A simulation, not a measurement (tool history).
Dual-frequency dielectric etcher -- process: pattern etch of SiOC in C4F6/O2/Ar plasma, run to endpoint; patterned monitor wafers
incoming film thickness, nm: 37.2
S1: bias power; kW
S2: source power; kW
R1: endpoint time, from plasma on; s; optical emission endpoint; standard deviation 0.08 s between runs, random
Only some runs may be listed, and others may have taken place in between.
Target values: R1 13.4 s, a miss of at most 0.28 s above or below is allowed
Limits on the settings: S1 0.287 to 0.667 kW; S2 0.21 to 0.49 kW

| run | day | S1 | S2 | R1 |
|---|---|---|---|---|
| 1 | 0 | 0.477 | 0.35 | 14.812 |
| 2 | 0.346 | 0.477 | 0.3 | 15.282 |
| 3 | 0.5 | 0.477 | 0.33 | 14.964 |
| 4 | 0.838 | 0.496 | 0.33 | 14.623 |
| 5 | 1.062 | 0.508 | 0.33 | 14.424 |
| 6 | 1.158 | 0.508 | 0.38 | 14.093 |
| 7 | 1.3 | 0.516 | 0.38 | 13.883 |
| 8 | 1.346 | 0.521 | 0.38 | 13.987 |

Exactly one of the 5 candidate moves below puts every result within its allowed miss. Which one?
| A | 1.392 | 0.629 | 0.38 | ? |
| B | 1.392 | 0.511 | 0.44 | ? |
| C | 1.392 | 0.45 | 0.39 | ? |
| D | 1.392 | 0.454 | 0.41 | ? |
| E | 1.392 | 0.619 | 0.4 | ? |

| move | R1 |
|---|---|
| A | 12.875 |
| B | 13.436 |
| C | 14.634 |
| D | 14.376 |
| E | 12.776 |
A: takes the result that was furthest off past its target
B: every result within its allowed miss
C: lands further from the targets than the last run did
D: lands further from the targets than the last run did
E: takes the result that was furthest off past its target
Go with B: it meets all targets.
